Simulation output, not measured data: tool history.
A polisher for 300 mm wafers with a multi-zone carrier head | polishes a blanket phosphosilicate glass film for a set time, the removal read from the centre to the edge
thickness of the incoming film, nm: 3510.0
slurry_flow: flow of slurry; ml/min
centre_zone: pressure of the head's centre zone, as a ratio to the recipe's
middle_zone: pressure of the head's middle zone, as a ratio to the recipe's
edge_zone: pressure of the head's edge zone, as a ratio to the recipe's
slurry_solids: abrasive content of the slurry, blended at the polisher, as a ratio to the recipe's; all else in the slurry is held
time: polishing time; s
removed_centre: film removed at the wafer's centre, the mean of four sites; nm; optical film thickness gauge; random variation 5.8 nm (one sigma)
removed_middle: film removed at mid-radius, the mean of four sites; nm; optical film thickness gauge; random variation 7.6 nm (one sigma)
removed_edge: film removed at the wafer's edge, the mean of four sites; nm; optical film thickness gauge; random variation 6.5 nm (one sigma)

{"run": 1, "hour": 0.0, "slurry_flow": 180, "centre_zone": 1.0, "middle_zone": 1.0, "edge_zone": 1.0, "slurry_solids": 1.0, "time": 70, "removed_centre": 540.42, "removed_middle": 547.06, "removed_edge": 505.27}
{"run": 2, "hour": 4.7, "slurry_flow": 150, "centre_zone": 1.0, "middle_zone": 1.0, "edge_zone": 1.0, "slurry_solids": 1.0, "time": 70, "removed_centre": 516.56, "removed_middle": 536.0, "removed_edge": 497.11}
{"run": 3, "hour": 11.5, "slurry_flow": 165, "centre_zone": 1.02, "middle_zone": 1.0, "edge_zone": 1.01, "slurry_solids": 1.0, "time": 70, "removed_centre": 545.88, "removed_middle": 530.04, "removed_edge": 500.93}
{"run": 4, "hour": 15.1, "slurry_flow": 175, "centre_zone": 1.03, "middle_zone": 1.01, "edge_zone": 1.02, "slurry_solids": 1.0, "time": 70, "removed_centre": 545.9, "removed_middle": 550.07, "removed_edge": 523.57}
{"run": 5, "hour": 18.6, "slurry_flow": 215, "centre_zone": 1.03, "middle_zone": 1.01, "edge_zone": 1.02, "slurry_solids": 1.0, "time": 70, "removed_centre": 569.77, "removed_middle": 563.06, "removed_edge": 538.38}
{"run": 6, "hour": 25.7, "slurry_flow": 220, "centre_zone": 1.05, "middle_zone": 1.01, "edge_zone": 1.01, "slurry_solids": 1.0, "time": 70, "removed_centre": 586.26, "removed_middle": 569.4, "removed_edge": 519.06}
{"run": 7, "hour": 28.6, "slurry_flow": 220, "centre_zone": 1.05, "middle_zone": 1.01, "edge_zone": 1.01, "slurry_solids": 1.0, "time": 70, "removed_centre": 586.26, "removed_middle": 569.23, "removed_edge": 527.73}
{"run": 8, "hour": 30.6, "slurry_flow": 225, "centre_zone": 1.07, "middle_zone": 1.01, "edge_zone": 1.01, "slurry_solids": 1.0, "time": 70, "removed_centre": 594.04, "removed_middle": 571.41, "removed_edge": 536.06}

Run 9 comes next. What will it give?
{"run": 9, "hour": 33.1, "slurry_flow": 230, "centre_zone": 1.09, "middle_zone": 1.0, "edge_zone": 1.0, "slurry_solids": 1.0, "time": 70, "removed_centre": "?", "removed_middle": "?", "removed_edge": "?"}

Run 9 gave removed_centre 605.49 nm, removed_middle 567.82 nm, removed_edge 523.75 nm.
